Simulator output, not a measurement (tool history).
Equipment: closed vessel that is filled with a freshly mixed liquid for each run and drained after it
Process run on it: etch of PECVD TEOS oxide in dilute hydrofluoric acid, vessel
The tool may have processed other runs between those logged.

run  hour  temperature setpoint of the liquid (C)  parts of water to one part of 49 % hydrofluoric acid (parts by volume)  time in the liquid (s)  thickness taken off the PECVD TEOS oxide on a monitor wafer (Å)
  1     0                                      23                                                                     265                     320                                                           191.35
  2   0.9                                      24                                                                     255                     320                                                           204.22
  3   3.2                                    24.5                                                                     245                     320                                                           218.86
  4     9                                    24.5                                                                     245                     320                                                           219.77
  5  16.8                                      25                                                                     235                     320                                                           235.55
  6  20.2                                    25.5                                                                     230                     320                                                           244.61
  7  25.5                                      26                                                                     225                     320                                                           255.24
  8  33.9                                    26.5                                                                     220                     320                                                           270.67
  9  39.5                                      27                                                                     215                     320                                                           283.54
 10  45.8                                    27.5                                                                     210                     320                                                           297.46
 11  52.8                                      28                                                                     210                     320                                                           302.84

Forecast run 12:
 12  61.8                                    28.5                                                                     210                     320                                                                ?

thickness taken off the PECVD TEOS oxide on a monitor wafer (Å): 306
